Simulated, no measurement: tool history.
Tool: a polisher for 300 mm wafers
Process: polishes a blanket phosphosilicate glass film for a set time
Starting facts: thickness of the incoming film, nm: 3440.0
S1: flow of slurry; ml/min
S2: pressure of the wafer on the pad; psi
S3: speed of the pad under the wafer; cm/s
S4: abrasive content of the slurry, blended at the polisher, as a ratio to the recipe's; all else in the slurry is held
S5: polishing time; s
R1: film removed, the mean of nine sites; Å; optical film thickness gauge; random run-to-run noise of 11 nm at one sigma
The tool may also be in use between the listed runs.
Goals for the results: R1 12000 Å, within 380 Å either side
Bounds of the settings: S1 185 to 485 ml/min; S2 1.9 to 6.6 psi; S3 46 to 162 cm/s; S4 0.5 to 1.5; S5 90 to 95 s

{"run": 1, "hour": 0.0, "S1": 310, "S2": 4.2, "S3": 104, "S4": 1, "S5": 90, "R1": 9001}
{"run": 2, "hour": 2.2, "S1": 310, "S2": 4.2, "S3": 104, "S4": 1.2, "S5": 90, "R1": 9442.6}
{"run": 3, "hour": 5.8, "S1": 310, "S2": 4.6, "S3": 104, "S4": 1.2, "S5": 90, "R1": 10129}
{"run": 4, "hour": 10.7, "S1": 310, "S2": 4.6, "S3": 104, "S4": 1.2, "S5": 90, "R1": 10229}
{"run": 5, "hour": 16.9, "S1": 265, "S2": 4.6, "S3": 104, "S4": 1.2, "S5": 90, "R1": 9882}
{"run": 6, "hour": 18.5, "S1": 285, "S2": 4.7, "S3": 104, "S4": 1.2, "S5": 90, "R1": 10255}
{"run": 7, "hour": 25.2, "S1": 300, "S2": 4.8, "S3": 104, "S4": 1.2, "S5": 90, "R1": 10604}
{"run": 8, "hour": 26.9, "S1": 315, "S2": 4.9, "S3": 104, "S4": 1.2, "S5": 90, "R1": 10622}

Of the 4 settings listed for the next run, only one would bring every result within its allowed miss of target. Which one?
{"run": "A", "hour": 28.6, "S1": 250, "S2": 5, "S3": 86, "S4": 1.1, "S5": 92, "R1": "?"}
{"run": "B", "hour": 28.6, "S1": 320, "S2": 5.4, "S3": 110, "S4": 1, "S5": 91, "R1": "?"}
{"run": "C", "hour": 28.6, "S1": 320, "S2": 4.6, "S3": 124, "S4": 1.2, "S5": 91, "R1": "?"}
{"run": "D", "hour": 28.6, "S1": 245, "S2": 4.7, "S3": 108, "S4": 1.25, "S5": 90, "R1": "?"}

move=A R1=8911.4
move=B R1=11146
move=C R1=11718
move=D R1=10484
A: misses by more than the last run did
B: moves toward the targets from the last run without getting all of them in spec
C: every result lands within tolerance
D: misses by more than the last run did
Move C is the one to make.
